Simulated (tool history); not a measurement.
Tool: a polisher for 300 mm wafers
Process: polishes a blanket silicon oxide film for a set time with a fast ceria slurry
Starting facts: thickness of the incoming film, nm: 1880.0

run,hour,flow of slurry (ml/min),pressure of the wafer on the pad (psi),speed of the pad under the wafer (cm/s),polishing time (s),film removed (Å)
1,0,160,2.8,100,59,10909
2,6.7,160,3.2,100,59,12500
3,13.9,180,3.2,100,59,12619
4,20.9,180,3.2,100,62,13502
5,26.2,180,3.3,100,62,13670
6,26.9,180,2.8,100,62,11685
7,29,180,3,100,62,12662

Estimate the outcome of run 8 from the log above:
8,37.6,180,3,100,62,?

{"run 8": {"film removed (Å)": 12570}}
